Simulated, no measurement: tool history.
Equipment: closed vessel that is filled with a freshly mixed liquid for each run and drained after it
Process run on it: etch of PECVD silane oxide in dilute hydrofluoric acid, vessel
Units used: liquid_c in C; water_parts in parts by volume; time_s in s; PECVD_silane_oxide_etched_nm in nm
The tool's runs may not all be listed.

{"run": 1, "day": 0.0, "liquid_c": 23, "water_parts": 175, "time_s": 500, "PECVD_silane_oxide_etched_nm": 43.755}
{"run": 2, "day": 0.117, "liquid_c": 23, "water_parts": 175, "time_s": 500, "PECVD_silane_oxide_etched_nm": 43.853}
{"run": 3, "day": 0.321, "liquid_c": 24, "water_parts": 155, "time_s": 500, "PECVD_silane_oxide_etched_nm": 53.009}
{"run": 4, "day": 0.646, "liquid_c": 25, "water_parts": 140, "time_s": 500, "PECVD_silane_oxide_etched_nm": 61.301}
{"run": 5, "day": 0.767, "liquid_c": 25, "water_parts": 90, "time_s": 500, "PECVD_silane_oxide_etched_nm": 102.01}
{"run": 6, "day": 1.079, "liquid_c": 22.5, "water_parts": 90, "time_s": 500, "PECVD_silane_oxide_etched_nm": 93.035}
{"run": 7, "day": 1.192, "liquid_c": 23.5, "water_parts": 85, "time_s": 500, "PECVD_silane_oxide_etched_nm": 102.99}
{"run": 8, "day": 1.3, "liquid_c": 23.5, "water_parts": 85, "time_s": 500, "PECVD_silane_oxide_etched_nm": 102.66}

Run 9 comes next. What will it give?
{"run": 9, "day": 1.517, "liquid_c": 24.5, "water_parts": 85, "time_s": 500, "PECVD_silane_oxide_etched_nm": "?"}

{"run 9": {"PECVD_silane_oxide_etched_nm": 105.57}}
